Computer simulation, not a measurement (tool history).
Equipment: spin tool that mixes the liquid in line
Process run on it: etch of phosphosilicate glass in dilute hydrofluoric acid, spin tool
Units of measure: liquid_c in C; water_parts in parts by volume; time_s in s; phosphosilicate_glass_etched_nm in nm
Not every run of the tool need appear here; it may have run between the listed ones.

| run | hour | liquid_c | water_parts | time_s | phosphosilicate_glass_etched_nm |
|---|---|---|---|---|---|
| 1 | 0 | 21 | 130 | 45 | 30.838 |
| 2 | 2.9 | 22 | 120 | 45 | 35.069 |
| 3 | 9.3 | 22 | 120 | 50 | 38.967 |
| 4 | 9.9 | 22 | 165 | 50 | 27.037 |
| 5 | 11.3 | 23 | 155 | 50 | 30.299 |
| 6 | 13 | 24 | 145 | 50 | 33.947 |
| 7 | 20.9 | 24.5 | 135 | 50 | 37.638 |
| 8 | 24.6 | 25 | 125 | 50 | 41.827 |
| 9 | 28.5 | 25.5 | 120 | 50 | 44.526 |

Estimate the outcome of run 10 from the log above:
| 10 | 33.2 | 29 | 85 | 50 | ? |

For run 10 the tool returned phosphosilicate_glass_etched_nm 75.906 nm.
